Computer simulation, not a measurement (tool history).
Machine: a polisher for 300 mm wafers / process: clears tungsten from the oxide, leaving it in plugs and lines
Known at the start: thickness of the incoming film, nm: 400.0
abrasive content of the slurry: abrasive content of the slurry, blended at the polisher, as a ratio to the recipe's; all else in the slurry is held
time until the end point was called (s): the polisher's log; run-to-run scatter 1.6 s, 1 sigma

| run | hour | flow of slurry (ml/min) | pressure of the wafer on the pad (psi) | speed of the pad under the wafer (m/s) | abrasive content of the slurry | overpolish time after the end point (s) | time until the end point was called (s) |
|---|---|---|---|---|---|---|---|
| 1 | 0 | 185 | 4.5 | 1 | 1 | 7 | 58.034 |
| 2 | 7.6 | 185 | 3.9 | 0.98 | 1 | 7 | 67.248 |
| 3 | 11.6 | 185 | 4.8 | 0.98 | 1 | 7 | 55.139 |
| 4 | 14 | 185 | 4.8 | 1.2 | 1 | 7 | 46.293 |
| 5 | 14.6 | 185 | 3.9 | 1.16 | 1 | 7 | 56.862 |
| 6 | 20.6 | 185 | 3.9 | 1.16 | 1 | 7 | 56.044 |
| 7 | 21.6 | 185 | 3.3 | 1.12 | 1 | 7 | 67.934 |

Forecast run 8:
| 8 | 24.1 | 185 | 2.9 | 1.1 | 1 | 7 | ? |

Run 8 produced time until the end point was called (s) 74.454.
